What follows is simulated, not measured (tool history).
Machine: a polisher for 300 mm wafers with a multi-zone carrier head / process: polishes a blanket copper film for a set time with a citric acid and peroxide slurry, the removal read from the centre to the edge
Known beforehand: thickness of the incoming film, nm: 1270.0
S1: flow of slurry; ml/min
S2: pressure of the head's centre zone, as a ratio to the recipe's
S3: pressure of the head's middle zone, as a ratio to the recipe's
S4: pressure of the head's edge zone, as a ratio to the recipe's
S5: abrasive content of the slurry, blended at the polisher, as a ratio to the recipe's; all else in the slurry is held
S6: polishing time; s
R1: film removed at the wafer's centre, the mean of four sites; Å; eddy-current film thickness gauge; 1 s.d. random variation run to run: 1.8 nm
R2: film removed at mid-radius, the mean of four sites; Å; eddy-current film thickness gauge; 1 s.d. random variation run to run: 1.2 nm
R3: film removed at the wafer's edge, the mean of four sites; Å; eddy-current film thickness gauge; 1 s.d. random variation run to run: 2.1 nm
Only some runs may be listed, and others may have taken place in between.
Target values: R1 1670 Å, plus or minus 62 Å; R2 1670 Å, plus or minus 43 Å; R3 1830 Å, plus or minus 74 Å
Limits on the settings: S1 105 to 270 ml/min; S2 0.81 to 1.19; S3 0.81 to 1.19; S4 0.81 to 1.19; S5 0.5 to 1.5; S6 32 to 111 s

run,hour,S1,S2,S3,S4,S5,S6,R1,R2,R3
1,0,175,1,1,1,1,71,2380.1,2367.7,2204.1
2,6.4,170,0.98,0.97,1,0.95,71,2300.2,2344.3,2159.4
3,8.2,170,0.98,0.97,0.92,0.95,71,2348.5,2319.1,2156.4
4,12,160,0.97,0.95,0.95,0.95,69,2216.8,2169.5,2056.4
5,19.9,150,0.95,0.93,0.97,0.95,68,2131.4,2056.8,2039
6,22,180,0.95,0.93,0.97,0.95,68,2133.9,2137.4,2102.9
7,27,140,0.85,0.83,0.95,0.7,66,1695.8,1729.6,1864
# hour 28.4: edge zone pressure recalibrated
8,28.4,135,0.85,0.83,0.95,0.7,66,1683.2,1737.8,1935.9
9,31,135,0.85,0.83,0.94,0.7,66,1655,1736.4,1939.6
10,35.9,140,0.86,0.83,0.94,0.7,66,1741.2,1739.4,1924.9

Below are 4 possible settings for the next run. Only one of them brings all results inside the allowed miss of their targets. Which is it?
A,40.8,125,0.88,0.93,0.96,0.6,61,?,?,?
B,40.8,165,0.89,0.95,0.89,0.8,59,?,?,?
C,40.8,140,0.86,0.83,0.91,0.7,63,?,?,?
D,40.8,175,0.81,0.84,0.89,0.7,68,?,?,?

move,R1,R2,R3
A,1585.8,1666.7,1736.3
B,1717.2,1804.1,1758.1
C,1678.3,1641.4,1821.6
D,1776.4,1855.2,1997.3
A: gets the furthest-off result to its target, but another result is out of tolerance
B: lands further from the targets than the last run did
C: each result inside its tolerance
D: lands further from the targets than the last run did
The right move is C.
